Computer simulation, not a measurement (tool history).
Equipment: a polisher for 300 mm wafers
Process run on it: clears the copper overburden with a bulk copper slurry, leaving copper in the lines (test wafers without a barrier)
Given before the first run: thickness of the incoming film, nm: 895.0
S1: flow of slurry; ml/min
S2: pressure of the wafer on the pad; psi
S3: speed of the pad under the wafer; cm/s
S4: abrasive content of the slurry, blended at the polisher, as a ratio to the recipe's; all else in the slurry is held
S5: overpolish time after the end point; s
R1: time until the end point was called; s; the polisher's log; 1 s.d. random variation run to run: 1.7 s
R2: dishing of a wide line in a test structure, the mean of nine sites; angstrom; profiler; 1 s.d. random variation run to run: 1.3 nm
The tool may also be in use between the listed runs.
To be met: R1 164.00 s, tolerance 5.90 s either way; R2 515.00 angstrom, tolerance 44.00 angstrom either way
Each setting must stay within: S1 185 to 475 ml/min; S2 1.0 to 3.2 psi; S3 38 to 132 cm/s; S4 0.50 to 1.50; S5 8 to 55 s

run,hour,S1,S2,S3,S4,S5,R1,R2
1,0.0,305,2.1,84,1.00,28,159.60,839.45
2,8.3,305,2.1,84,1.00,32,157.35,881.87
3,15.8,305,2.1,92,1.00,32,144.77,929.58
4,19.7,305,1.8,92,1.00,32,170.44,821.74
5,27.8,305,1.8,92,1.00,21,169.70,686.97
6,34.4,305,1.8,92,1.15,21,166.40,679.86
7,41.3,305,1.8,94,1.25,8,156.21,336.98
8,50.0,300,1.8,94,1.20,9,161.37,359.00
9,55.8,305,1.8,94,1.15,10,158.24,404.92
10,57.7,305,1.8,94,1.10,11,162.82,422.46
11,62.3,305,1.8,94,1.10,12,163.07,456.20

Exercise: of the 4 proposed moves below, exactly one satisfies all targets within the stated allowed misses. Which move is it?
A,66.9,270,1.7,96,1.45,14,?,?
B,66.9,345,1.7,98,1.15,18,?,?
C,66.9,350,1.7,98,1.15,22,?,?
D,66.9,295,1.8,96,1.05,20,?,?

move,R1,R2
A,161.75,521.09
B,162.67,619.22
C,162.48,704.54
D,162.45,669.37
A: every result within its allowed miss
B: moves the result that the last run missed by most past its target, out the other side
C: moves the result that the last run missed by most past its target, out the other side
D: moves the result that the last run missed by most past its target, out the other side
The right move is A.
